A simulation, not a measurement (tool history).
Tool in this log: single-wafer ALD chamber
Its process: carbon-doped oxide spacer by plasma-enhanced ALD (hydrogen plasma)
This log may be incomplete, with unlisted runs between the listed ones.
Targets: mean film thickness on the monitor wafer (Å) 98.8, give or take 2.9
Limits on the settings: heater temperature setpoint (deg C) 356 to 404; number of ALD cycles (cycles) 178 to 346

| run | hour | heater temperature setpoint (deg C) | number of ALD cycles (cycles) | mean film thickness on the monitor wafer (Å) |
|---|---|---|---|---|
| 1 | 0 | 380 | 262 | 113.27 |
| 2 | 2.1 | 380 | 255 | 111.86 |
| 3 | 8.4 | 380 | 240 | 104.55 |
| 4 | 11.8 | 380 | 237 | 103.05 |
| 5 | 19.2 | 380 | 202 | 87.45 |
| 6 | 26.1 | 380 | 207 | 90.008 |
| 7 | 34.1 | 380 | 211 | 91.955 |
| 8 | 41.1 | 380 | 214 | 92.607 |
|  | 47.3 | thermocouple changed; heater temperature recalibrated |
| 9 | 47.3 | 380 | 217 | 93.818 |
| 10 | 52 | 380 | 219 | 96.066 |
| 11 | 52.6 | 380 | 220 | 95.662 |
| 12 | 54.6 | 380 | 221 | 96.544 |

Exactly one of the 5 candidate moves below puts every result within its allowed miss. Which one?
| A | 56.6 | 378 | 209 | ? |
| B | 56.6 | 381 | 215 | ? |
| C | 56.6 | 362 | 228 | ? |
| D | 56.6 | 370 | 216 | ? |
| E | 56.6 | 385 | 215 | ? |

| move | mean film thickness on the monitor wafer (Å) |
|---|---|
| A | 91.178 |
| B | 93.796 |
| C | 99.467 |
| D | 94.232 |
| E | 93.796 |
A: moves away from the targets compared with the last run
B: moves away from the targets compared with the last run
C: every result lands within tolerance
D: moves away from the targets compared with the last run
E: moves away from the targets compared with the last run
C meets every target.
